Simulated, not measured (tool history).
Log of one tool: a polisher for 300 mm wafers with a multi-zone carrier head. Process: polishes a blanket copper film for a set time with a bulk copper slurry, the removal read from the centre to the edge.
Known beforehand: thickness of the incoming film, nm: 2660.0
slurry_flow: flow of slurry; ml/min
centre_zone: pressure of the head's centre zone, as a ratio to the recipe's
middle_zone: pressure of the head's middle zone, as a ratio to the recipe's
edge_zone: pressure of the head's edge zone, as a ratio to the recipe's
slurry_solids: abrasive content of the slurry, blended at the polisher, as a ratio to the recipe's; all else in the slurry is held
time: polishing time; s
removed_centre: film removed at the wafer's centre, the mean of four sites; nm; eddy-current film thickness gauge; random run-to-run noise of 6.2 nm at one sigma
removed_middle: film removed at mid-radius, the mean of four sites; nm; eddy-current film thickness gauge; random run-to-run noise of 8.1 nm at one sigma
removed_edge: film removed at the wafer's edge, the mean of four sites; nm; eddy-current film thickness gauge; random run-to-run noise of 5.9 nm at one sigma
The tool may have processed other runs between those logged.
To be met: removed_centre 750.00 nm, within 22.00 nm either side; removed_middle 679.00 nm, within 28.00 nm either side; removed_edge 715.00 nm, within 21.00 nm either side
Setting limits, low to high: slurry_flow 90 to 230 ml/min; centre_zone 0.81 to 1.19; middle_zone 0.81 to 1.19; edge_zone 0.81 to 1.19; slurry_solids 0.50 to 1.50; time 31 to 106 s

run,hour,slurry_flow,centre_zone,middle_zone,edge_zone,slurry_solids,time,removed_centre,removed_middle,removed_edge
1,0.0,150,1.00,1.00,1.00,1.00,68,524.26,538.62,560.38
2,5.2,160,1.03,1.01,1.02,1.10,68,565.27,542.56,585.23
3,13.8,165,1.04,1.04,1.03,1.15,69,593.38,578.85,596.43
4,16.5,170,1.05,1.05,1.05,1.20,70,611.34,612.01,617.79
# hour 21.7: edge zone pressure recalibrated
5,21.7,170,1.05,1.05,1.10,1.20,70,620.92,596.65,605.67
6,27.3,175,1.06,1.04,1.08,1.25,71,638.86,603.25,625.76
7,33.8,180,1.06,1.04,1.08,1.30,72,649.56,615.00,644.66
8,42.4,185,1.07,1.04,1.08,1.35,73,673.87,638.99,662.94
9,49.6,190,1.08,1.04,1.08,1.40,73,694.68,654.23,667.37

Next run, 5 choices. One meets every target within its allowed miss, the rest don't. Which?
A,56.8,145,0.90,1.04,1.09,1.50,79,?,?,?
B,56.8,180,1.11,1.15,0.98,1.50,65,?,?,?
C,56.8,200,1.08,0.99,1.07,1.50,77,?,?,?
D,56.8,170,1.01,0.93,1.19,1.50,76,?,?,?
E,56.8,215,1.11,1.06,1.02,1.50,66,?,?,?

move,removed_centre,removed_middle,removed_edge
A,605.07,689.42,696.78
B,644.89,634.03,573.41
C,756.62,688.18,705.47
D,677.11,634.06,704.36
E,674.78,624.74,601.07
A: misses by more than the last run did
B: misses by more than the last run did
C: every result within its allowed miss
D: misses by more than the last run did
E: misses by more than the last run did
The right move is C.

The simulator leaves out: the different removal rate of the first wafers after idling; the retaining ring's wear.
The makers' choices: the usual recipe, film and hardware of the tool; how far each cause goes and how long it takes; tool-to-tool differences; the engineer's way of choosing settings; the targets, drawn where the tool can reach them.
